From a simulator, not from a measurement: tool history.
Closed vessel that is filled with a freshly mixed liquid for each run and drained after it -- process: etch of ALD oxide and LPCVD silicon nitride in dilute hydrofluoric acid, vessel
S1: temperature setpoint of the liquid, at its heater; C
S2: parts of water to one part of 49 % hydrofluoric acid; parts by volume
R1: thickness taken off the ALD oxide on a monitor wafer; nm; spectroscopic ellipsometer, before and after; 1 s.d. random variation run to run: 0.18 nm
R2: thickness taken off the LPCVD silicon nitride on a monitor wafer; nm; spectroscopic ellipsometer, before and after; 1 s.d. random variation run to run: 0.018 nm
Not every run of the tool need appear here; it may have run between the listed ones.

run 1 hour=0.0 | S1=25.0 S2=40 time_in_the_liquid_(s)=60 | R1=33.596 R2=0.90732
run 2 hour=8.7 | S1=21.5 S2=40 time_in_the_liquid_(s)=60 | R1=29.714 R2=0.69310
run 3 hour=15.1 | S1=25.0 S2=40 time_in_the_liquid_(s)=60 | R1=34.095 R2=0.85304
run 4 hour=20.1 | S1=26.5 S2=40 time_in_the_liquid_(s)=60 | R1=36.130 R2=1.00790
run 5 hour=26.7 | S1=24.5 S2=40 time_in_the_liquid_(s)=60 | R1=33.571 R2=0.86289
run 6 hour=27.3 | S1=23.0 S2=40 time_in_the_liquid_(s)=60 | R1=31.282 R2=0.74724
run 7 hour=30.2 | S1=22.0 S2=45 time_in_the_liquid_(s)=60 | R1=26.464 R2=0.65735

The next listed run, before its measurement:
run 8 hour=33.5 | S1=18.0 S2=45 time_in_the_liquid_(s)=60 | R1=? R2=?

Logged for run 8: R1 22.462 nm, R2 0.49661 nm.
